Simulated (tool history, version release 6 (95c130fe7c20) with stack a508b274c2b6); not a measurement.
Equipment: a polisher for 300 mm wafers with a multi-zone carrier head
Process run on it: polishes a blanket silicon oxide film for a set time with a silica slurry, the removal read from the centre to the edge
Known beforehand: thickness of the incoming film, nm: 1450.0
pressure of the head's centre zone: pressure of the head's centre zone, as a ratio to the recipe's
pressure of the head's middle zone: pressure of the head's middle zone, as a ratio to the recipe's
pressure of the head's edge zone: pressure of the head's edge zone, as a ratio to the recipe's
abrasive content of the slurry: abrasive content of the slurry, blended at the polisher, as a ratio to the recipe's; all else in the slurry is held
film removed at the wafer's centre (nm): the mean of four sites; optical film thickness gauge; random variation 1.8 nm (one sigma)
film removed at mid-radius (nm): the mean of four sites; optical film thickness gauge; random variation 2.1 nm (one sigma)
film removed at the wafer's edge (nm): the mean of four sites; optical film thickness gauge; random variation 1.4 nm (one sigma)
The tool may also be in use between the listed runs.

run,hour,flow of slurry (ml/min),pressure of the head's centre zone,pressure of the head's middle zone,pressure of the head's edge zone,abrasive content of the slurry,polishing time (s),film removed at the wafer's centre (nm),film removed at mid-radius (nm),film removed at the wafer's edge (nm)
1,0,120,1,1,1,1,77,251.37,250.68,248.41
2,6.6,115,0.98,0.99,0.98,1,77,244.27,237.69,244.18
3,15.4,110,0.96,1.01,0.96,1,77,235.9,247.77,237.95
4,17.9,110,0.96,1.07,0.96,1,77,239.2,251.3,240.56
5,25.3,105,0.94,1.05,0.95,1,77,229.96,251.31,237.51
6,26.7,105,0.94,1.05,0.89,1,77,224.99,247.3,233.73
7,34.1,100,0.93,1.04,0.88,1,77,225.56,248.2,228.65

Run 8, settings as shown, results not yet in. Your forecast:
8,34.9,80,0.83,0.94,0.94,0.8,76,?,?,?

For run 8 the tool returned film removed at the wafer's centre (nm) 161.87, film removed at mid-radius (nm) 183.13, film removed at the wafer's edge (nm) 192.13.
